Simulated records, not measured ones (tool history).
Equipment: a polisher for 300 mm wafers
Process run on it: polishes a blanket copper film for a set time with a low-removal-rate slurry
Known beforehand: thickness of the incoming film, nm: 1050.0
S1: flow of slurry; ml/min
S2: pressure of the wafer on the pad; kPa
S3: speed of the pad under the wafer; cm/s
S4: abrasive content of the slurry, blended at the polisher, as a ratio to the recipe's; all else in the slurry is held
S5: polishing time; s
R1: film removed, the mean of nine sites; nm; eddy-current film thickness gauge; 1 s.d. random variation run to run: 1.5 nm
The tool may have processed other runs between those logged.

run,hour,S1,S2,S3,S4,S5,R1
1,0.0,260,15.2,86,1.0,59,93.132
2,4.5,200,15.2,86,1.0,59,92.015
3,6.0,200,16.5,86,1.0,59,100.510
4,14.7,200,17.2,86,1.0,59,103.850
5,20.2,200,17.9,86,1.0,59,108.090
6,24.3,200,18.6,86,1.0,59,113.740
7,28.0,200,18.6,86,1.0,59,111.860
8,29.5,200,19.3,86,1.0,59,115.260
9,37.1,200,20.0,86,1.0,59,117.680

For run 10, what comes out?
10,44.1,200,20.7,86,1.0,59,?

For run 10 the tool returned R1 125.480 nm.
